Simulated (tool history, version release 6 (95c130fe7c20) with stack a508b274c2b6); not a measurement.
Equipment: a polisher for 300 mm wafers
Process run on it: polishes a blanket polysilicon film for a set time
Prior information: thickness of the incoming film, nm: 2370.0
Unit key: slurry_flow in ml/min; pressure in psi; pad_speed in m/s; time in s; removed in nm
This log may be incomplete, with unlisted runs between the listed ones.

run,hour,slurry_flow,pressure,pad_speed,time,removed
1,0.0,195,1.8,1.14,39,208.39
2,8.2,150,1.8,1.14,39,201.56
3,8.9,200,1.8,1.14,39,204.06
4,17.1,200,1.8,1.14,35,184.41
5,19.3,230,1.8,1.14,35,186.83
6,24.2,230,1.6,1.08,35,158.55
7,28.7,230,1.5,1.04,35,145.23

Run 8 comes next. What will it give?
8,35.7,230,1.4,1.00,35,?

Run 8 measured removed 131.10 nm.
